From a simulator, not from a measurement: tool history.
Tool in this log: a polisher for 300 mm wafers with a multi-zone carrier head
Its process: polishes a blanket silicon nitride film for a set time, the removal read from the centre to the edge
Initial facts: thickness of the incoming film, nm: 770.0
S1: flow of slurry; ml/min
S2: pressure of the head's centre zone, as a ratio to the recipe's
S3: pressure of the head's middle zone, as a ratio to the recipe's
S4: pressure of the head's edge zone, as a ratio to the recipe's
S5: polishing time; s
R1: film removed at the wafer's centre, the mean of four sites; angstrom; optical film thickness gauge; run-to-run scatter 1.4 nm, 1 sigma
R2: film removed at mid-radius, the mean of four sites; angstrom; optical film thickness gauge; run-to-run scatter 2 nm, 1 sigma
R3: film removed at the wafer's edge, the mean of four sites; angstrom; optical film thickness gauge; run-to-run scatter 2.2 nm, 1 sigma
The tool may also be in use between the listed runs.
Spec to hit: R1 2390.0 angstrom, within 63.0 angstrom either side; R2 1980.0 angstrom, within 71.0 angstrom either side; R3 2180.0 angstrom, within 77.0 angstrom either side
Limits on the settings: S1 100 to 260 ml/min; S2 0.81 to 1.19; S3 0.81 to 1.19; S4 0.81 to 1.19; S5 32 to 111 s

run,day,S1,S2,S3,S4,S5,R1,R2,R3
1,0.000,165,1.00,1.00,1.00,71,1720.9,1737.3,1733.4
2,0.367,165,1.00,1.03,1.00,71,1708.5,1771.0,1732.4
3,0.721,175,1.03,1.02,1.03,72,1804.6,1793.7,1799.9
4,0.808,175,0.95,1.02,1.03,72,1690.9,1784.0,1786.8
5,0.921,175,0.95,1.02,1.03,64,1513.5,1589.2,1606.6
6,1.017,175,0.95,0.97,1.03,64,1483.4,1544.6,1594.4
7,1.088,185,0.99,0.97,1.05,67,1664.6,1639.7,1724.7
8,1.362,235,1.09,1.02,1.15,73,2057.0,1908.0,1968.4
9,1.412,235,1.10,1.01,1.16,74,2115.3,1894.0,2022.1
10,1.629,235,1.11,1.01,1.16,75,2151.9,1951.0,2019.9
11,1.892,235,1.12,1.00,1.17,76,2195.8,1975.0,2103.2
12,2.004,240,1.13,0.99,1.17,76,2217.4,1960.8,2082.5
13,2.196,240,1.14,0.98,1.17,76,2229.5,1947.0,2094.6
14,2.367,240,1.15,0.98,1.17,76,2248.2,1922.6,2067.8
15,2.588,240,1.15,0.98,1.17,77,2295.8,1965.1,2076.8
16,2.829,240,1.15,0.97,1.17,77,2289.4,1921.8,2144.8
17,3.008,245,1.16,0.98,1.18,77,2311.7,1964.0,2070.2
18,3.367,245,1.16,0.97,1.18,77,2333.2,1909.2,2129.7

4 candidate next runs follow, results not yet known. Just one meets every target within its allowed miss. Identify it.
A,3.725,240,1.07,0.96,1.19,80,?,?,?
B,3.725,235,1.18,0.99,1.19,79,?,?,?
C,3.725,260,1.19,0.89,1.18,79,?,?,?
D,3.725,255,1.19,0.90,1.16,77,?,?,?

move,R1,R2,R3
A,2207.8,1972.2,2207.5
B,2399.3,1992.1,2174.6
C,2451.2,1845.0,2188.8
D,2383.4,1811.0,2111.8
A: brings the result that was furthest off to its target, and leaves another outside
B: every result within its allowed miss
C: its largest miss is bigger than the last run's
D: its largest miss is bigger than the last run's
B meets every target.
